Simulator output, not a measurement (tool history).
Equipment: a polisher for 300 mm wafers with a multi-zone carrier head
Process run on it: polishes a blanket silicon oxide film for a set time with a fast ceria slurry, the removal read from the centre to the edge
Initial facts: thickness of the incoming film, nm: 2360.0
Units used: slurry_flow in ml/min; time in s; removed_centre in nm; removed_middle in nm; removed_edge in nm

| run | day | slurry_flow | centre_zone | middle_zone | edge_zone | time | removed_centre | removed_middle | removed_edge |
|---|---|---|---|---|---|---|---|---|---|
| 1 | 0 | 270 | 1 | 1 | 1 | 50 | 676.33 | 648.71 | 678.54 |
| 2 | 0.242 | 270 | 1 | 1 | 1.06 | 50 | 680.32 | 655.87 | 656.13 |
| 3 | 0.592 | 235 | 1 | 1 | 1.06 | 50 | 671.27 | 642.35 | 663.31 |
| 4 | 0.95 | 250 | 1 | 1 | 1.06 | 48 | 631.97 | 626.27 | 641.82 |
| 5 | 1.129 | 265 | 1.01 | 1 | 1.06 | 46 | 621.06 | 597.37 | 624.49 |
| 6 | 1.354 | 265 | 1.04 | 1 | 1.06 | 46 | 667.05 | 597.63 | 628.51 |

Predict the results of run 7:
| 7 | 1.571 | 280 | 1.04 | 1.01 | 1.07 | 44 | ? | ? | ? |

{"run 7": {"removed_centre": 622.18, "removed_middle": 577.95, "removed_edge": 590.31}}
